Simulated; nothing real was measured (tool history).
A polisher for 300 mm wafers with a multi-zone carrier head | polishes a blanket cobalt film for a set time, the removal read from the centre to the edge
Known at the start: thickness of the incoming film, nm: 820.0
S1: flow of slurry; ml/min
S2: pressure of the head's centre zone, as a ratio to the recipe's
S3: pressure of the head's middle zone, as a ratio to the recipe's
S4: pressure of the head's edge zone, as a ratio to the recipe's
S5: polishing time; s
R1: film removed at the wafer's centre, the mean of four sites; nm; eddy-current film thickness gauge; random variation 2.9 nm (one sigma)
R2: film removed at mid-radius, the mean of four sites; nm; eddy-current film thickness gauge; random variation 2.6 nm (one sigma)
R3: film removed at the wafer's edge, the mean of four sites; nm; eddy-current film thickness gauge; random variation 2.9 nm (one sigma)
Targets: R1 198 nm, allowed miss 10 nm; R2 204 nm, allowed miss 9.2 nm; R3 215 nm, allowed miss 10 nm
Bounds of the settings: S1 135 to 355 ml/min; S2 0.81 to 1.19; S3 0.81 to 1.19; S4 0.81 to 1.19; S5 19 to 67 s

{"run": 1, "day": 0.0, "S1": 225, "S2": 1, "S3": 1, "S4": 1, "S5": 43, "R1": 288.51, "R2": 288.29, "R3": 286.8}
{"run": 2, "day": 0.204, "S1": 225, "S2": 0.91, "S3": 1, "S4": 1, "S5": 43, "R1": 260.72, "R2": 285.4, "R3": 287.74}
{"run": 3, "day": 0.362, "S1": 275, "S2": 0.91, "S3": 1, "S4": 1, "S5": 43, "R1": 274.91, "R2": 294.23, "R3": 283.45}
{"run": 4, "day": 0.571, "S1": 275, "S2": 0.91, "S3": 1, "S4": 1, "S5": 51, "R1": 317.95, "R2": 339.88, "R3": 344.97}
{"run": 5, "day": 0.638, "S1": 275, "S2": 0.86, "S3": 1, "S4": 1, "S5": 51, "R1": 296.63, "R2": 355.48, "R3": 347.23}
{"run": 6, "day": 0.892, "S1": 275, "S2": 0.86, "S3": 1, "S4": 1, "S5": 61, "R1": 357.05, "R2": 410.93, "R3": 411.01}
{"run": 7, "day": 1.167, "S1": 270, "S2": 0.86, "S3": 0.98, "S4": 0.99, "S5": 56, "R1": 322.42, "R2": 368.75, "R3": 378.32}
{"run": 8, "day": 1.192, "S1": 270, "S2": 0.87, "S3": 0.97, "S4": 0.98, "S5": 52, "R1": 305.46, "R2": 331.74, "R3": 350.64}
{"run": 9, "day": 1.329, "S1": 245, "S2": 0.85, "S3": 0.99, "S4": 0.88, "S5": 40, "R1": 230.46, "R2": 266.06, "R3": 251.81}
{"run": 10, "day": 1.379, "S1": 245, "S2": 0.85, "S3": 0.98, "S4": 0.88, "S5": 39, "R1": 218.5, "R2": 251.24, "R3": 246.05}
{"run": 11, "day": 1.683, "S1": 245, "S2": 0.85, "S3": 0.97, "S4": 0.88, "S5": 38, "R1": 217.56, "R2": 246.36, "R3": 234.6}
{"run": 12, "day": 1.933, "S1": 240, "S2": 0.85, "S3": 0.95, "S4": 0.88, "S5": 38, "R1": 214.92, "R2": 239.61, "R3": 241.93}
{"run": 13, "day": 2.154, "S1": 240, "S2": 0.85, "S3": 0.94, "S4": 0.88, "S5": 37, "R1": 207.53, "R2": 232.5, "R3": 231.64}
{"run": 14, "day": 2.304, "S1": 240, "S2": 0.85, "S3": 0.93, "S4": 0.88, "S5": 37, "R1": 204.1, "R2": 233.36, "R3": 238.41}
{"run": 15, "day": 2.629, "S1": 240, "S2": 0.86, "S3": 0.92, "S4": 0.88, "S5": 36, "R1": 208.31, "R2": 222, "R3": 226}
{"run": 16, "day": 2.962, "S1": 240, "S2": 0.86, "S3": 0.91, "S4": 0.88, "S5": 36, "R1": 209.22, "R2": 224.91, "R3": 220.18}
{"run": 17, "day": 3.096, "S1": 235, "S2": 0.86, "S3": 0.9, "S4": 0.89, "S5": 36, "R1": 204.56, "R2": 219.17, "R3": 225.48}
{"run": 18, "day": 3.25, "S1": 235, "S2": 0.86, "S3": 0.89, "S4": 0.89, "S5": 36, "R1": 207.96, "R2": 216.71, "R3": 227.61}

Which of these 5 next moves meets every target?
{"run": "A", "day": 3.404, "S1": 345, "S2": 0.97, "S3": 0.91, "S4": 0.88, "S5": 34, "R1": "?", "R2": "?", "R3": "?"}
{"run": "B", "day": 3.404, "S1": 230, "S2": 0.86, "S3": 0.94, "S4": 0.9, "S5": 37, "R1": "?", "R2": "?", "R3": "?"}
{"run": "C", "day": 3.404, "S1": 275, "S2": 0.86, "S3": 0.96, "S4": 0.88, "S5": 34, "R1": "?", "R2": "?", "R3": "?"}
{"run": "D", "day": 3.404, "S1": 185, "S2": 0.81, "S3": 0.87, "S4": 0.93, "S5": 37, "R1": "?", "R2": "?", "R3": "?"}
{"run": "E", "day": 3.404, "S1": 255, "S2": 0.85, "S3": 0.86, "S4": 0.87, "S5": 35, "R1": "?", "R2": "?", "R3": "?"}

move=A R1=226.32 R2=220.21 R3=220.34
move=B R1=208.97 R2=236.9 R3=235.06
move=C R1=196.08 R2=225.76 R3=216.79
move=D R1=190.92 R2=216.41 R3=234.21
move=E R1=197.67 R2=210.51 R3=221.03
A: further off than the last run
B: further off than the last run
C: further off than the last run
D: further off than the last run
E: meets every target
Answer: E
